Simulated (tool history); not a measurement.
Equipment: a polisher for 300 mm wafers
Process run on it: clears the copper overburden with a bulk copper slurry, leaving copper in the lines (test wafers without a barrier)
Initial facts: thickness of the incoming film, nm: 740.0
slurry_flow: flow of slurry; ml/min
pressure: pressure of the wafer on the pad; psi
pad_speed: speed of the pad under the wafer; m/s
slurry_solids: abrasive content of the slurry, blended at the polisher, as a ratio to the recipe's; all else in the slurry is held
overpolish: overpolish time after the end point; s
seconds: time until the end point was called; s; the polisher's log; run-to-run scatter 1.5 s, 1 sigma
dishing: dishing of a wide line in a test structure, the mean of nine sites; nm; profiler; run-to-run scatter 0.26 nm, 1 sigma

{"run": 1, "hour": 0.0, "slurry_flow": 300, "pressure": 1.7, "pad_speed": 1.06, "slurry_solids": 1.0, "overpolish": 10, "seconds": 124.17, "dishing": 23.994}
{"run": 2, "hour": 4.7, "slurry_flow": 300, "pressure": 1.7, "pad_speed": 1.1, "slurry_solids": 1.0, "overpolish": 9, "seconds": 122.68, "dishing": 23.205}
{"run": 3, "hour": 11.0, "slurry_flow": 300, "pressure": 2.0, "pad_speed": 1.1, "slurry_solids": 1.0, "overpolish": 9, "seconds": 103.15, "dishing": 25.11}
{"run": 4, "hour": 19.1, "slurry_flow": 300, "pressure": 2.0, "pad_speed": 1.2, "slurry_solids": 1.0, "overpolish": 9, "seconds": 96.899, "dishing": 26.689}
{"run": 5, "hour": 26.0, "slurry_flow": 300, "pressure": 2.0, "pad_speed": 1.2, "slurry_solids": 1.0, "overpolish": 13, "seconds": 97.17, "dishing": 29.586}
{"run": 6, "hour": 31.1, "slurry_flow": 300, "pressure": 2.0, "pad_speed": 1.34, "slurry_solids": 1.0, "overpolish": 13, "seconds": 87.499, "dishing": 30.056}
{"run": 7, "hour": 35.5, "slurry_flow": 310, "pressure": 1.8, "pad_speed": 1.4, "slurry_solids": 1.05, "overpolish": 11, "seconds": 94.187, "dishing": 27.309}
{"run": 8, "hour": 40.5, "slurry_flow": 225, "pressure": 2.2, "pad_speed": 1.1, "slurry_solids": 0.8, "overpolish": 6, "seconds": 99.635, "dishing": 21.272}
{"run": 9, "hour": 44.2, "slurry_flow": 215, "pressure": 2.1, "pad_speed": 1.14, "slurry_solids": 0.75, "overpolish": 5, "seconds": 103.53, "dishing": 18.806}
{"run": 10, "hour": 52.6, "slurry_flow": 210, "pressure": 2.1, "pad_speed": 1.16, "slurry_solids": 0.7, "overpolish": 5, "seconds": 105.88, "dishing": 18.519}
{"run": 11, "hour": 58.2, "slurry_flow": 205, "pressure": 2.1, "pad_speed": 1.18, "slurry_solids": 0.65, "overpolish": 5, "seconds": 104.86, "dishing": 18.176}
{"run": 12, "hour": 65.7, "slurry_flow": 200, "pressure": 2.1, "pad_speed": 1.2, "slurry_solids": 0.6, "overpolish": 5, "seconds": 105.93, "dishing": 18.729}
{"run": 13, "hour": 67.0, "slurry_flow": 195, "pressure": 2.0, "pad_speed": 1.24, "slurry_solids": 0.6, "overpolish": 5, "seconds": 106.5, "dishing": 18.091}
{"run": 14, "hour": 72.4, "slurry_flow": 190, "pressure": 2.0, "pad_speed": 1.26, "slurry_solids": 0.6, "overpolish": 5, "seconds": 103.7, "dishing": 18.237}
{"run": 15, "hour": 75.2, "slurry_flow": 190, "pressure": 2.0, "pad_speed": 1.28, "slurry_solids": 0.6, "overpolish": 5, "seconds": 103.17, "dishing": 18.438}
{"run": 16, "hour": 82.7, "slurry_flow": 190, "pressure": 2.0, "pad_speed": 1.3, "slurry_solids": 0.6, "overpolish": 5, "seconds": 102.91, "dishing": 18.206}
{"run": 17, "hour": 91.2, "slurry_flow": 190, "pressure": 2.0, "pad_speed": 1.32, "slurry_solids": 0.6, "overpolish": 5, "seconds": 101.21, "dishing": 18.579}
{"run": 18, "hour": 98.2, "slurry_flow": 205, "pressure": 1.7, "pad_speed": 1.32, "slurry_solids": 0.7, "overpolish": 3, "seconds": 115.92, "dishing": 11.553}
{"run": 19, "hour": 106.0, "slurry_flow": 205, "pressure": 1.7, "pad_speed": 1.32, "slurry_solids": 0.7, "overpolish": 3, "seconds": 112.73, "dishing": 11.876}
{"run": 20, "hour": 115.0, "slurry_flow": 205, "pressure": 1.7, "pad_speed": 1.3, "slurry_solids": 0.7, "overpolish": 3, "seconds": 117.85, "dishing": 11.707}
{"run": 21, "hour": 116.7, "slurry_flow": 205, "pressure": 1.8, "pad_speed": 1.3, "slurry_solids": 0.7, "overpolish": 8, "seconds": 109.75, "dishing": 23.27}

Run 22 is up next; what results do you expect?
{"run": 22, "hour": 122.6, "slurry_flow": 235, "pressure": 1.8, "pad_speed": 1.32, "slurry_solids": 0.7, "overpolish": 8, "seconds": "?", "dishing": "?"}

{"run 22": {"seconds": 107.94, "dishing": 23.061}}
